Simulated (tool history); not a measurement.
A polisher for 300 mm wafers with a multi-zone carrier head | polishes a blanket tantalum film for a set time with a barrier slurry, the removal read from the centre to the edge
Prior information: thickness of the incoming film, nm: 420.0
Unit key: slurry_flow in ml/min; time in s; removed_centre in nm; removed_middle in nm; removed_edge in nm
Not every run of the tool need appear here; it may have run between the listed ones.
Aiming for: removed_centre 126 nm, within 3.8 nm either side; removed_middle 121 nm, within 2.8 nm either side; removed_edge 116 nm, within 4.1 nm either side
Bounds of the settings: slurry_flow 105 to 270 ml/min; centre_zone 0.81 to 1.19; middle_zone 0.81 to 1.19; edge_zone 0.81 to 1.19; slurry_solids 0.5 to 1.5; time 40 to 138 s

run 1 hour=0 | slurry_flow=175 centre_zone=1 middle_zone=1 edge_zone=1 slurry_solids=1 time=88 | removed_centre=100.21 removed_middle=97.944 removed_edge=94.881
run 2 hour=7.1 | slurry_flow=175 centre_zone=1.03 middle_zone=1 edge_zone=1 slurry_solids=1 time=88 | removed_centre=102.04 removed_middle=98.373 removed_edge=93.385
run 3 hour=10 | slurry_flow=180 centre_zone=1.04 middle_zone=1.01 edge_zone=1.02 slurry_solids=1.05 time=88 | removed_centre=105.44 removed_middle=98.657 removed_edge=97.617
run 4 hour=17.7 | slurry_flow=180 centre_zone=1.04 middle_zone=1.01 edge_zone=1.02 slurry_solids=1.05 time=80 | removed_centre=95.756 removed_middle=90.32 removed_edge=88.952
run 5 hour=21.4 | slurry_flow=180 centre_zone=1.04 middle_zone=0.97 edge_zone=1.02 slurry_solids=1.05 time=80 | removed_centre=97.058 removed_middle=86.808 removed_edge=88.338
run 6 hour=22.4 | slurry_flow=190 centre_zone=1.05 middle_zone=1 edge_zone=1.03 slurry_solids=1.1 time=80 | removed_centre=98.794 removed_middle=91.841 removed_edge=89.789
run 7 hour=26.3 | slurry_flow=190 centre_zone=1.06 middle_zone=1.02 edge_zone=1.05 slurry_solids=1.15 time=81 | removed_centre=102.45 removed_middle=94.78 removed_edge=92.621
run 8 hour=34.4 | slurry_flow=190 centre_zone=1.06 middle_zone=1.03 edge_zone=1.06 slurry_solids=1.2 time=82 | removed_centre=104.71 removed_middle=96.429 removed_edge=95.12
run 9 hour=38.7 | slurry_flow=240 centre_zone=1.08 middle_zone=1.13 edge_zone=1.16 slurry_solids=1.45 time=87 | removed_centre=118.69 removed_middle=119.43 removed_edge=114.32

Consider the 4 candidate settings below. Which is the only one whose results all fall within their allowed miss of target?
run A hour=43 | slurry_flow=260 centre_zone=1.09 middle_zone=1.1 edge_zone=1.15 slurry_solids=1.35 time=91 | removed_centre=? removed_middle=? removed_edge=?
run B hour=43 | slurry_flow=270 centre_zone=0.99 middle_zone=1.16 edge_zone=1.16 slurry_solids=1.5 time=85 | removed_centre=? removed_middle=? removed_edge=?
run C hour=43 | slurry_flow=225 centre_zone=1 middle_zone=1.08 edge_zone=1.15 slurry_solids=1.15 time=94 | removed_centre=? removed_middle=? removed_edge=?
run D hour=43 | slurry_flow=245 centre_zone=1.02 middle_zone=1.15 edge_zone=1.15 slurry_solids=1.5 time=86 | removed_centre=? removed_middle=? removed_edge=?

move=A removed_centre=125.77 removed_middle=122.26 removed_edge=117.82
move=B removed_centre=109.36 removed_middle=122.57 removed_edge=113.11
move=C removed_centre=113.31 removed_middle=118.53 removed_edge=116.41
move=D removed_centre=112.89 removed_middle=121.97 removed_edge=113.17
A: each result inside its tolerance
B: its largest miss is bigger than the last run's
C: its largest miss is bigger than the last run's
D: its largest miss is bigger than the last run's
The right move is A.

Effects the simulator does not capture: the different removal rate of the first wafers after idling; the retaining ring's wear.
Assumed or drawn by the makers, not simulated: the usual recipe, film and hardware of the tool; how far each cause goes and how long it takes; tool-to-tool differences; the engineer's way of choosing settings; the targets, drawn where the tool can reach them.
